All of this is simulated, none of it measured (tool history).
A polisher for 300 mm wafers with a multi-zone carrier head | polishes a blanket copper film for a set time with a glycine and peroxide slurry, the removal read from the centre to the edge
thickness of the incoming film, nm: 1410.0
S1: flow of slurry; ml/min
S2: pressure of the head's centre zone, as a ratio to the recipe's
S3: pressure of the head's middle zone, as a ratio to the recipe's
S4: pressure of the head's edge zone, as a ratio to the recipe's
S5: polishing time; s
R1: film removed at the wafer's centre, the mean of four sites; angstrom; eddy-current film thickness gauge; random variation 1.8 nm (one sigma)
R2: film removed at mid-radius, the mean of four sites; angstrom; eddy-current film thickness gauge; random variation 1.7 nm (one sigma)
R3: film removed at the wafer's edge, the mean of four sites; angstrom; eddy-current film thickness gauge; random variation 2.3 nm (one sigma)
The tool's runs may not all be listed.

| run | hour | S1 | S2 | S3 | S4 | S5 | R1 | R2 | R3 |
|---|---|---|---|---|---|---|---|---|---|
| 1 | 0 | 140 | 1 | 1 | 1 | 71 | 4379.5 | 4367.5 | 4433.3 |
| 2 | 1.1 | 125 | 1 | 1 | 1 | 71 | 4199.9 | 4334.6 | 4319.5 |
| 3 | 6.3 | 125 | 1 | 1 | 1 | 88 | 5196.9 | 5323.1 | 5325.8 |
| 4 | 7.4 | 125 | 1 | 1 | 1.03 | 88 | 5235.9 | 5369 | 5359.9 |
| 5 | 14 | 125 | 1.08 | 1 | 1.03 | 88 | 5683.9 | 5301 | 5331.9 |
| 6 | 20.9 | 125 | 1.08 | 0.94 | 1.03 | 88 | 5642.9 | 5128.8 | 5350.2 |
| 7 | 21.5 | 120 | 1.07 | 0.93 | 1 | 77 | 4843.6 | 4356.2 | 4730.7 |
| 8 | 28.3 | 115 | 1.06 | 0.94 | 0.96 | 68 | 4201.4 | 3844.7 | 4043 |
| 9 | 32.4 | 110 | 1.05 | 0.94 | 0.94 | 61 | 3686.9 | 3450.3 | 3567.8 |
| 10 | 34.5 | 110 | 1.04 | 0.93 | 0.92 | 56 | 3300.8 | 3136.4 | 3228.2 |

Forecast run 11:
| 11 | 42 | 110 | 1.03 | 0.91 | 0.9 | 53 | ? | ? | ? |

Run 11 gave R1 3141.7 angstrom, R2 2899 angstrom, R3 3025.8 angstrom.
